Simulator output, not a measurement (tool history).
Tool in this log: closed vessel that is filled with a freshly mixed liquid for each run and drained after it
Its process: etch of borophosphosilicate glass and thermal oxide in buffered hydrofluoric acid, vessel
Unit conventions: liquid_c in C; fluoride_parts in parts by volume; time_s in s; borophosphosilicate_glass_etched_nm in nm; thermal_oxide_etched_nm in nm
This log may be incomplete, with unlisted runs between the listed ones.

run  hour  liquid_c  fluoride_parts  time_s  borophosphosilicate_glass_etched_nm  thermal_oxide_etched_nm
  1   0.0      23.0            14.5      60                               90.799                   46.902
  2   1.1      23.0            12.5      60                              105.360                   54.072
  3   6.3      24.5            12.5      60                              112.930                   59.016
  4  13.4      24.5            16.0      60                               89.881                   47.029
  5  17.6      24.5            16.0      45                               66.466                   35.005
  6  19.6      24.5            19.0      45                               56.593                   29.791
  7  21.4      24.0            19.0      45                               54.843                   28.535
  8  30.3      23.5            19.0      45                               53.903                   27.557
  9  33.2      23.0            20.0      45                               49.689                   25.827

For run 10, what comes out?
 10  35.9      22.0            20.0      45                                    ?                        ?

borophosphosilicate_glass_etched_nm: 46.642 nm
thermal_oxide_etched_nm: 24.532 nm
